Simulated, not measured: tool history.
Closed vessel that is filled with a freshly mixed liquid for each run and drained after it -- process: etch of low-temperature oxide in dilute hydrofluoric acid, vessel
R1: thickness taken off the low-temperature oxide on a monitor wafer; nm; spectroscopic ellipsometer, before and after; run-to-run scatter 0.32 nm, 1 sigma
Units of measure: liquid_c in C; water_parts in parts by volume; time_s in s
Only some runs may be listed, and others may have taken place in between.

run 1 day=0.000 | liquid_c=22.0 water_parts=185 time_s=285 | R1=22.792
run 2 day=0.271 | liquid_c=22.0 water_parts=185 time_s=220 | R1=17.762
run 3 day=0.408 | liquid_c=24.5 water_parts=140 time_s=235 | R1=28.918
run 4 day=0.483 | liquid_c=26.0 water_parts=110 time_s=235 | R1=39.988
run 5 day=0.558 | liquid_c=27.0 water_parts=95 time_s=235 | R1=49.394
run 6 day=0.938 | liquid_c=28.0 water_parts=90 time_s=235 | R1=54.604
run 7 day=1.167 | liquid_c=28.5 water_parts=85 time_s=235 | R1=60.140
run 8 day=1.346 | liquid_c=29.0 water_parts=85 time_s=235 | R1=60.406
run 9 day=1.621 | liquid_c=29.5 water_parts=85 time_s=235 | R1=62.664
run 10 day=1.975 | liquid_c=30.0 water_parts=75 time_s=235 | R1=72.453

Run 11 has not been measured yet. What should we expect?
run 11 day=2.279 | liquid_c=29.5 water_parts=75 time_s=235 | R1=?

{"run 11": {"R1": 70.905}}
